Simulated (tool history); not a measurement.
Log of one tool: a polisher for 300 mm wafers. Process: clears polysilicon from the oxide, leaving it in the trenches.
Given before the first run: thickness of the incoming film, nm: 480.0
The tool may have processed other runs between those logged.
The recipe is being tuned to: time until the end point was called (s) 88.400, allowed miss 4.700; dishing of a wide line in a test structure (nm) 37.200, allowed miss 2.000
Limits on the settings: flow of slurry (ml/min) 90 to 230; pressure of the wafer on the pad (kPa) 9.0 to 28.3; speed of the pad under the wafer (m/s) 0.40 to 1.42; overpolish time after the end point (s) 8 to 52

run,hour,flow of slurry (ml/min),pressure of the wafer on the pad (kPa),speed of the pad under the wafer (m/s),overpolish time after the end point (s),time until the end point was called (s),dishing of a wide line in a test structure (nm)
1,0.0,150,18.6,0.90,26,43.855,39.999
2,3.1,115,18.6,0.90,26,47.880,40.087
3,7.8,115,22.1,0.90,26,40.966,40.413
4,14.2,115,19.3,0.86,24,47.603,39.098
5,20.2,110,17.2,0.82,25,56.121,38.389
6,26.4,110,17.2,0.82,33,57.169,39.720
7,33.4,110,15.2,0.80,32,63.891,40.311
8,41.8,110,13.8,0.78,28,71.637,39.764
9,46.8,105,13.8,0.76,24,74.115,40.089
10,50.8,100,14.5,0.72,21,78.391,39.736
11,56.0,100,14.5,0.70,18,76.630,38.141
12,61.8,100,11.0,0.68,13,101.830,31.621
13,62.6,100,11.7,0.68,14,96.465,34.330
14,67.7,100,12.4,0.68,15,92.233,34.777

Pick the move, out of 4, that brings all results within their allowed miss; only one does.
A,72.8,105,13.8,0.70,17,?,?
B,72.8,120,15.2,0.56,21,?,?
C,72.8,105,11.7,0.82,11,?,?
D,72.8,90,11.7,0.90,12,?,?

move,time until the end point was called (s),dishing of a wide line in a test structure (nm)
A,80.026,37.563
B,87.437,38.430
C,77.997,33.356
D,76.115,34.685
A: puts the biggest miss on target and leaves a different result outside tolerance
B: hits every target within its allowed miss
C: further off than the last run
D: further off than the last run
Answer: B

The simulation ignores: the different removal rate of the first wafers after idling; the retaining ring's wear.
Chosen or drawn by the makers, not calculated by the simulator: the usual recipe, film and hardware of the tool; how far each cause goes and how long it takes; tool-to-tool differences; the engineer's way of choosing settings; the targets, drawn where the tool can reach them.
